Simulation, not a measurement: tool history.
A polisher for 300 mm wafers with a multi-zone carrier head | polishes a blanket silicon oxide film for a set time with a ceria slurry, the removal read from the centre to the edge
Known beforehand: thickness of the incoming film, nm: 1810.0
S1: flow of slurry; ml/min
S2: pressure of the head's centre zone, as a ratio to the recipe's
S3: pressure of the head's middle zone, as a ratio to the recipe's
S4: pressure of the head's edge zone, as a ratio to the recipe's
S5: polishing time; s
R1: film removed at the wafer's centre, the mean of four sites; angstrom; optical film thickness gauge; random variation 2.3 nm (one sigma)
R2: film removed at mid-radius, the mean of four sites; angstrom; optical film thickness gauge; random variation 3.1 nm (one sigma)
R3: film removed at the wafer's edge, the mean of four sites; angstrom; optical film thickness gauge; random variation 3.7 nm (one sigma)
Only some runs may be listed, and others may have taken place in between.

| run | hour | S1 | S2 | S3 | S4 | S5 | R1 | R2 | R3 |
|---|---|---|---|---|---|---|---|---|---|
| 1 | 0.0 | 275 | 1.00 | 1.00 | 1.00 | 64 | 2243.9 | 2200.1 | 2339.6 |
| 2 | 3.6 | 280 | 1.00 | 1.05 | 1.05 | 68 | 2422.1 | 2425.1 | 2490.9 |
| 3 | 8.3 | 280 | 0.97 | 1.06 | 1.06 | 73 | 2540.0 | 2618.3 | 2663.6 |
| 4 | 9.4 | 280 | 0.97 | 1.00 | 1.06 | 73 | 2498.8 | 2505.5 | 2681.3 |
| 5 | 12.5 | 280 | 0.95 | 1.03 | 1.07 | 76 | 2595.1 | 2641.3 | 2781.6 |
| 6 | 16.1 | 220 | 0.95 | 1.03 | 1.07 | 76 | 2487.7 | 2581.5 | 2785.4 |

Run 7 comes next. What will it give?
| 7 | 22.1 | 220 | 0.95 | 1.06 | 1.08 | 78 | ? | ? | ? |

R1: 2562.5 angstrom
R2: 2720.2 angstrom
R3: 2890.8 angstrom

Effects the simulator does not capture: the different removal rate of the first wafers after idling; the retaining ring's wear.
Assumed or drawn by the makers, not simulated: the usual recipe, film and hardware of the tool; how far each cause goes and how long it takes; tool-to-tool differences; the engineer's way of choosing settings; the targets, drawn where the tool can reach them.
